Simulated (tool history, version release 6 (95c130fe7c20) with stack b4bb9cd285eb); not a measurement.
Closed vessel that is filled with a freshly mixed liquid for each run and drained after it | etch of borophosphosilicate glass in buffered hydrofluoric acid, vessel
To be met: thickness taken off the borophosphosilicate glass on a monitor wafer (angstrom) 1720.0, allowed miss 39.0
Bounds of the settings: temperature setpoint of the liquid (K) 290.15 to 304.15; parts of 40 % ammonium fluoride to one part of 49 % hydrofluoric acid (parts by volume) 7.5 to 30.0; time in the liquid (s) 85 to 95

run  hour  temperature setpoint of the liquid (K)  parts of 40 % ammonium fluoride to one part of 49 % hydrofluoric acid (parts by volume)  time in the liquid (s)  thickness taken off the borophosphosilicate glass on a monitor wafer (angstrom)
  1   0.0                                  296.15                                                                                     21.0                      85                                                                           1437.3
  2   4.3                                  296.15                                                                                     15.5                      85                                                                           1915.6
  3   8.1                                  296.15                                                                                     11.0                      85                                                                           2679.6
  4  15.2                                  294.65                                                                                     11.5                      85                                                                           2366.4
  5  18.4                                  294.65                                                                                      7.5                      85                                                                           3534.6
  6  24.6                                  298.15                                                                                      7.5                      85                                                                           4276.8
  7  28.0                                  296.15                                                                                      8.5                      85                                                                           3354.7
  8  35.3                                  294.65                                                                                      9.5                      85                                                                           2815.9
  9  40.5                                  293.65                                                                                     10.0                      85                                                                           2569.5
 10  48.2                                  292.65                                                                                     10.5                      85                                                                           2325.8
 11  51.6                                  292.15                                                                                     11.0                      85                                                                           2164.4
 12  53.8                                  291.65                                                                                     11.5                      85                                                                           1997.2

4 next moves are on the table. One of them brings every result within its allowed miss. Which?
  A  56.0                                  293.15                                                                                     11.5                      95                                                                                ?
  B  56.0                                  294.15                                                                                     15.5                      85                                                                                ?
  C  56.0                                  290.15                                                                                     11.5                      85                                                                                ?
  D  56.0                                  291.15                                                                                     10.0                      95                                                                                ?

move  thickness taken off the borophosphosilicate glass on a monitor wafer (angstrom)
   A                                                                           2448.4
   B                                                                           1724.5
   C                                                                           1852.8
   D                                                                           2513.3
A: further off than the last run
B: meets every target
C: nearer than the last run, and not there yet
D: further off than the last run
Answer: B
